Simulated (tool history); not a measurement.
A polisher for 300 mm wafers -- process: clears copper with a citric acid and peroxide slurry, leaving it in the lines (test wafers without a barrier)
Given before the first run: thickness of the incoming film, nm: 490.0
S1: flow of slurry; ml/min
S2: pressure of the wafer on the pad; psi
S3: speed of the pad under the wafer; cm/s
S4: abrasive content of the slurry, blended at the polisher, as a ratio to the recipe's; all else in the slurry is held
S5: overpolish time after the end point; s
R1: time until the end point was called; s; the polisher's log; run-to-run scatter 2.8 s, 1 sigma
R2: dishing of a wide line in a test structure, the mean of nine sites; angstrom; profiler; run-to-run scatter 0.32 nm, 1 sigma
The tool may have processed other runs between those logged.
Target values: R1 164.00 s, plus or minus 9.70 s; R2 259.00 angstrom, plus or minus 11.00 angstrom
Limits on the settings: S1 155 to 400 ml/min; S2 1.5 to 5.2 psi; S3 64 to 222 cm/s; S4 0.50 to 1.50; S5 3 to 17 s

{"run": 1, "hour": 0.0, "S1": 255, "S2": 3.3, "S3": 142, "S4": 1.0, "S5": 9, "R1": 153.89, "R2": 202.54}
{"run": 2, "hour": 2.4, "S1": 205, "S2": 3.3, "S3": 142, "S4": 1.0, "S5": 9, "R1": 156.43, "R2": 194.44}
{"run": 3, "hour": 4.0, "S1": 205, "S2": 3.3, "S3": 166, "S4": 1.0, "S5": 9, "R1": 130.95, "R2": 224.4}
{"run": 4, "hour": 4.9, "S1": 205, "S2": 3.2, "S3": 164, "S4": 1.0, "S5": 10, "R1": 136.83, "R2": 235.55}
{"run": 5, "hour": 9.0, "S1": 205, "S2": 3.2, "S3": 140, "S4": 1.0, "S5": 10, "R1": 161.0, "R2": 204.25}
{"run": 6, "hour": 13.8, "S1": 205, "S2": 3.2, "S3": 110, "S4": 1.0, "S5": 10, "R1": 209.62, "R2": 161.17}
{"run": 7, "hour": 19.2, "S1": 210, "S2": 3.3, "S3": 110, "S4": 1.0, "S5": 10, "R1": 205.74, "R2": 170.56}
{"hour": 24.8, "done": "slurry nozzle cleaned"}
{"run": 8, "hour": 24.8, "S1": 220, "S2": 3.4, "S3": 110, "S4": 1.0, "S5": 10, "R1": 179.53, "R2": 188.64}

Of the 4 settings listed for the next run, only one would bring every result within its allowed miss of target. Which one?
{"run": "A", "hour": 30.4, "S1": 215, "S2": 4.1, "S3": 102, "S4": 0.85, "S5": 13, "R1": "?", "R2": "?"}
{"run": "B", "hour": 30.4, "S1": 245, "S2": 3.5, "S3": 116, "S4": 1.0, "S5": 14, "R1": "?", "R2": "?"}
{"run": "C", "hour": 30.4, "S1": 325, "S2": 3.4, "S3": 92, "S4": 1.3, "S5": 17, "R1": "?", "R2": "?"}
{"run": "D", "hour": 30.4, "S1": 165, "S2": 4.1, "S3": 92, "S4": 0.9, "S5": 15, "R1": "?", "R2": "?"}

move=A R1=164.93 R2=255.22
move=B R1=162.96 R2=274.32
move=C R1=194.72 R2=278.13
move=D R1=187.26 R2=258.98
A: all results land within tolerance of their targets
B: pushes the last run's worst result past its target
C: pushes the last run's worst result past its target
D: the furthest-off result lands on target, but another misses its tolerance
The right move is A.
